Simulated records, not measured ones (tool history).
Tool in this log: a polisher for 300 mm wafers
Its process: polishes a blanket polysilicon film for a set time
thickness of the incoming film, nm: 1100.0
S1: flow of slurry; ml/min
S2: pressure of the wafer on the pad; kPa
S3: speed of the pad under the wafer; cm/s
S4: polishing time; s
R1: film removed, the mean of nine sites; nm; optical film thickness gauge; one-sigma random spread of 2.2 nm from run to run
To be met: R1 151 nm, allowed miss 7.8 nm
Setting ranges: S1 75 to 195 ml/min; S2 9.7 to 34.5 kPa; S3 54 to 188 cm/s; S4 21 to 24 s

run 1 hour=0 | S1=125 S2=22.1 S3=120 S4=24 | R1=328.7
run 2 hour=8.8 | S1=125 S2=18.6 S3=114 S4=24 | R1=260.71
run 3 hour=9.6 | S1=125 S2=18.6 S3=104 S4=24 | R1=245.38
run 4 hour=13.4 | S1=125 S2=22.8 S3=104 S4=24 | R1=283.2
run 5 hour=15.5 | S1=125 S2=22.8 S3=104 S4=24 | R1=285
run 6 hour=23.7 | S1=125 S2=19.3 S3=100 S4=24 | R1=238.59
run 7 hour=28.1 | S1=125 S2=16.5 S3=98 S4=24 | R1=202.58
run 8 hour=33.3 | S1=125 S2=15.2 S3=98 S4=24 | R1=187.95
run 9 hour=40.9 | S1=125 S2=13.8 S3=98 S4=24 | R1=169.64
run 10 hour=45.8 | S1=125 S2=13.1 S3=98 S4=24 | R1=163.02

Which one of the following 5 next-run settings gets every result inside its allowed miss? There is exactly one.
run A hour=50.7 | S1=85 S2=15.9 S3=98 S4=23 | R1=?
run B hour=50.7 | S1=130 S2=14.5 S3=104 S4=24 | R1=?
run C hour=50.7 | S1=145 S2=18.6 S3=76 S4=24 | R1=?
run D hour=50.7 | S1=145 S2=13.1 S3=104 S4=23 | R1=?
run E hour=50.7 | S1=155 S2=11 S3=104 S4=24 | R1=?

move=A R1=164.59
move=B R1=187.54
move=C R1=180.65
move=D R1=167.07
move=E R1=150.02
A: moves away from the targets compared with the last run
B: moves away from the targets compared with the last run
C: moves away from the targets compared with the last run
D: moves away from the targets compared with the last run
E: in spec on every target
So the answer is move E, the one that meets all the targets.
